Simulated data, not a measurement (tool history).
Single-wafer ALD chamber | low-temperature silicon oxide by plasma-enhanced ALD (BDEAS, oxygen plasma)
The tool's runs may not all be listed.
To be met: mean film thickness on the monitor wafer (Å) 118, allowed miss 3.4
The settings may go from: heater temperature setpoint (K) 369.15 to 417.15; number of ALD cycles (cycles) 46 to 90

run  hour  heater temperature setpoint (K)  number of ALD cycles (cycles)  mean film thickness on the monitor wafer (Å)
  1     0                           393.15                             68                                        92.733
  2   0.6                           393.15                             72                                        97.835
  3   7.8                           393.15                             77                                         104.1
  4  15.4                           393.15                             79                                        106.78
  5  18.4                           402.15                             79                                        105.62
  6  20.1                           402.15                             86                                        113.69
  7  25.1                           402.15                             86                                        114.93
  8  26.3                           402.15                             86                                        113.79

Which of these 5 next moves meets every target?
  A  27.5                           401.15                             88                                             ?
  B  27.5                           404.15                             77                                             ?
  C  27.5                           399.15                             84                                             ?
  D  27.5                           399.15                             80                                             ?
  E  27.5                           382.15                             78                                             ?

move  mean film thickness on the monitor wafer (Å)
   A                                        116.32
   B                                        101.11
   C                                        111.52
   D                                        106.21
   E                                        107.39
A: meets every target
B: further off than the last run
C: further off than the last run
D: further off than the last run
E: further off than the last run
The right move is A.
